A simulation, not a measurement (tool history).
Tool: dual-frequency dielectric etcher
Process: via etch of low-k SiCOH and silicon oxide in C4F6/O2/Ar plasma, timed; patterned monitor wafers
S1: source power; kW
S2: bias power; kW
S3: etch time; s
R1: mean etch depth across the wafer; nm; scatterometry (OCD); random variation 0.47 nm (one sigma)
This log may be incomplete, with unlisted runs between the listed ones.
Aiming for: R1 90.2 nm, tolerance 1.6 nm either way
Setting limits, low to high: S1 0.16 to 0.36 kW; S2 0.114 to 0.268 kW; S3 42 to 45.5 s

run,hour,S1,S2,S3,R1
1,0,0.26,0.191,45.5,109.76
2,2.4,0.26,0.222,45.5,115.69
3,4.2,0.26,0.255,45.5,121.5
4,5.6,0.28,0.255,45.5,125.31
5,13.7,0.32,0.255,45.5,131.5
6,19.9,0.28,0.222,44.5,115.7
7,25.1,0.25,0.201,44,106.85
8,27.1,0.23,0.19,44,101.58
9,33.2,0.21,0.186,44,96.842
10,40.5,0.2,0.185,44,95.15
11,45.5,0.19,0.184,44,93.112
12,52.4,0.19,0.183,44,93.282

Which of these 5 next moves meets every target?
A,59.3,0.19,0.2,45,?
B,59.3,0.26,0.17,43,?
C,59.3,0.19,0.184,42.5,?
D,59.3,0.2,0.16,42.5,?
E,59.3,0.21,0.207,42,?

move,R1
A,98.733
B,100.03
C,90.492
D,87.773
E,96.781
A: lands further from the targets than the last run did
B: lands further from the targets than the last run did
C: all results land within tolerance of their targets
D: takes the biggest miss from the last run beyond its target
E: lands further from the targets than the last run did
Answer: C
